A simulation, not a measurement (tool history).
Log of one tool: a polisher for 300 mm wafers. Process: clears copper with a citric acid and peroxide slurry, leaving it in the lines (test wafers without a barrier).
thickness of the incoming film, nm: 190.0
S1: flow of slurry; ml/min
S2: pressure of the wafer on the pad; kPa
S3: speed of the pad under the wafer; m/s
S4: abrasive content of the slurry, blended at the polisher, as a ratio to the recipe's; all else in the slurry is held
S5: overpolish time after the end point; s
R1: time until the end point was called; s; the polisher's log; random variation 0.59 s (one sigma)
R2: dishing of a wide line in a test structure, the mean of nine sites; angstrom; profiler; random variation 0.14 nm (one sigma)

run 1 hour=0.0 | S1=300 S2=19.3 S3=1.20 S4=1.00 S5=8 | R1=83.508 R2=136.920
run 2 hour=2.9 | S1=245 S2=19.3 S3=1.20 S4=1.00 S5=8 | R1=85.217 R2=134.380
run 3 hour=5.5 | S1=255 S2=20.7 S3=1.20 S4=1.00 S5=7 | R1=80.546 R2=123.100
run 4 hour=10.1 | S1=255 S2=25.5 S3=1.20 S4=1.00 S5=7 | R1=70.737 R2=142.370
run 5 hour=11.3 | S1=255 S2=25.5 S3=1.20 S4=1.00 S5=4 | R1=70.157 R2=83.439
run 6 hour=18.0 | S1=255 S2=25.5 S3=1.20 S4=1.20 S5=4 | R1=66.944 R2=86.561
run 7 hour=21.0 | S1=250 S2=26.2 S3=1.20 S4=1.15 S5=4 | R1=66.735 R2=87.870
run 8 hour=24.7 | S1=245 S2=26.9 S3=1.20 S4=1.10 S5=4 | R1=66.549 R2=89.198
run 9 hour=30.6 | S1=250 S2=27.6 S3=1.20 S4=1.10 S5=4 | R1=65.098 R2=92.790
run 10 hour=39.0 | S1=250 S2=28.3 S3=1.20 S4=1.10 S5=4 | R1=63.171 R2=91.215
run 11 hour=46.9 | S1=240 S2=28.3 S3=1.20 S4=1.10 S5=4 | R1=63.945 R2=91.357
run 12 hour=49.1 | S1=250 S2=28.3 S3=1.20 S4=1.05 S5=4 | R1=64.490 R2=90.134

Run 13 comes next. What will it give?
run 13 hour=51.8 | S1=250 S2=29.0 S3=1.20 S4=1.10 S5=6 | R1=? R2=?

Run 13 gave R1 63.039 s, R2 139.190 angstrom.
